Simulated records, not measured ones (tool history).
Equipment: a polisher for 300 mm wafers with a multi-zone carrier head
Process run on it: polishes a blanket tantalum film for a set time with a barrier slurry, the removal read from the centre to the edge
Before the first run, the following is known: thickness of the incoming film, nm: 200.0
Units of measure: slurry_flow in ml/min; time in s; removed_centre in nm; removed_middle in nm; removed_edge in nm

run	day	slurry_flow	centre_zone	middle_zone	edge_zone	slurry_solids	time	removed_centre	removed_middle	removed_edge
1	0.000	195	1.00	1.00	1.00	1.00	36	67.931	69.248	68.628
2	0.175	190	0.98	1.00	0.98	0.95	36	65.698	67.994	66.255
3	0.246	185	0.96	1.00	0.98	0.90	36	61.907	65.381	64.394
4	0.504	185	0.96	1.00	1.03	0.90	36	61.505	66.313	66.546
5	0.796	185	0.96	1.07	1.03	0.90	36	62.274	71.159	66.739
6	1.108	185	0.91	1.07	1.03	0.90	36	58.639	70.746	66.642
7	1.396	180	0.90	1.06	1.01	0.85	36	56.788	69.124	62.624
8	1.612	175	0.89	1.04	1.01	0.80	36	53.730	65.635	63.597
9	1.729	175	0.88	1.03	0.99	0.80	36	54.085	64.511	61.231

For run 10, what comes out?
10	1.992	170	0.87	1.02	0.98	0.80	36	?	?	?

removed_centre: 52.855 nm
removed_middle: 63.565 nm
removed_edge: 61.727 nm
